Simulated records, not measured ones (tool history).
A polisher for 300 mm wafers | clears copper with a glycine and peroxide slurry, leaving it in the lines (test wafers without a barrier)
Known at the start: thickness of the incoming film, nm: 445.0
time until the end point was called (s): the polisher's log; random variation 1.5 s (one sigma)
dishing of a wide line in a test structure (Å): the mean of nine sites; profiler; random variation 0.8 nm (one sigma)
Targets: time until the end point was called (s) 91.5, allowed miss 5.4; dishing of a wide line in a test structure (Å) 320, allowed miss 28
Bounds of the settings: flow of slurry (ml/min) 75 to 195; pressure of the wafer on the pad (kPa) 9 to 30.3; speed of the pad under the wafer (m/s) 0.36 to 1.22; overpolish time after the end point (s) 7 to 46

run,hour,flow of slurry (ml/min),pressure of the wafer on the pad (kPa),speed of the pad under the wafer (m/s),overpolish time after the end point (s),time until the end point was called (s),dishing of a wide line in a test structure (Å)
1,0,125,19.3,0.78,24,117.73,543.12
2,3,125,19.3,0.86,24,107.95,600.57
3,7.8,125,19.3,0.86,29,112.46,662.41
4,9.7,140,19.3,0.84,23,106.83,535.53
5,17.9,150,19.3,0.84,19,108.65,460.33
6,22.6,150,15.2,0.84,19,128.02,411.57
7,23.9,160,16.5,0.84,16,124.42,395.38
8,25.5,170,18.6,0.82,14,110.56,374.82
9,28.3,175,19.3,0.82,12,107.4,332.03
10,35.9,175,20,0.82,11,100.44,306.03
# hour 36.7: head pressure recalibrated
11,36.7,175,20,0.82,11,100.87,328.94

Which of these 5 next moves meets every target?
A,37.5,190,16.5,0.92,15,?,?
B,37.5,195,20.7,0.76,13,?,?
C,37.5,160,22.1,0.84,13,?,?
D,37.5,165,23.4,0.8,10,?,?
E,37.5,175,20,0.78,14,?,?

move,time until the end point was called (s),dishing of a wide line in a test structure (Å)
A,106.28,391.37
B,100.44,367.17
C,92.093,396.15
D,90.062,321.41
E,103.12,382.25
A: further off than the last run
B: as far off as the last run
C: brings the result that was furthest off to its target, and leaves another outside
D: meets every target
E: further off than the last run
Move D is the one to make.
